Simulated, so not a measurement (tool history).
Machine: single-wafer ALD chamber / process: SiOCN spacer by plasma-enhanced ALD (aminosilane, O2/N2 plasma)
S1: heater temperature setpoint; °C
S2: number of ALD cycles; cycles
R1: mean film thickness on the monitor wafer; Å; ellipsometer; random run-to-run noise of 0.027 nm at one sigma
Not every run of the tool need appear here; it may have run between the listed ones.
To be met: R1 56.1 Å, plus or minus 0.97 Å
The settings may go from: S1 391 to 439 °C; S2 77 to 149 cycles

run  hour   S1   S2      R1
  1     0  415  113  72.966
  2   5.6  415  119  77.093
  3   7.5  425  119  73.474
  4   8.8  429  111  68.715
  5  15.1  429  125  76.874
  6  18.1  436  125  74.239
  7  23.3  437  114  68.003
  8    28  438  107  62.983
  9  28.5  439   93  55.515

Below are 5 possible settings for the next run. Only one of them brings all results inside the allowed miss of their targets. Which is it?
  A    29  437  94   ?
  B    29  438  98   ?
  C    29  438  90   ?
  D    29  439  91   ?
  E    29  439  92   ?

move      R1
   A   56.05
   B  58.206
   C  53.454
   D  53.835
   E  54.427
A: all results in spec
B: moves the result that the last run missed by most past its target, out the other side
C: its largest miss is bigger than the last run's
D: its largest miss is bigger than the last run's
E: its largest miss is bigger than the last run's
A meets every target.

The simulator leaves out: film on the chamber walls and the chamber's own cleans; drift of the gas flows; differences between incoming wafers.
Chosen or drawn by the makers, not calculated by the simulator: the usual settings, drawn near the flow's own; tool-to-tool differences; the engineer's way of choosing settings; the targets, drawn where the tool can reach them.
